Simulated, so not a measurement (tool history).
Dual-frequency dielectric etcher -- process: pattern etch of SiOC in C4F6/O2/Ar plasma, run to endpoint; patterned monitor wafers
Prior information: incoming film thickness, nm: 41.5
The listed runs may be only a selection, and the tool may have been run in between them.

| run | day | bias power (kW) | source power (kW) | endpoint time (s) |
|---|---|---|---|---|
| 1 | 0.000 | 0.640 | 0.310 | 12.953 |
| 2 | 0.342 | 0.584 | 0.300 | 13.965 |
| 3 | 0.571 | 0.584 | 0.350 | 13.233 |
| 4 | 0.654 | 0.584 | 0.390 | 12.878 |
| 5 | 0.833 | 0.584 | 0.420 | 12.509 |
| 6 | 0.938 | 0.584 | 0.440 | 12.310 |
| 7 | 1.158 | 0.538 | 0.400 | 13.488 |
| 8 | 1.442 | 0.504 | 0.400 | 14.045 |
| 9 | 1.475 | 0.478 | 0.400 | 14.564 |
| 10 | 1.725 | 0.460 | 0.400 | 15.000 |

The next listed run, before its measurement:
| 11 | 2.017 | 0.448 | 0.400 | ? |

Run 11 came out at endpoint time (s) 15.193.
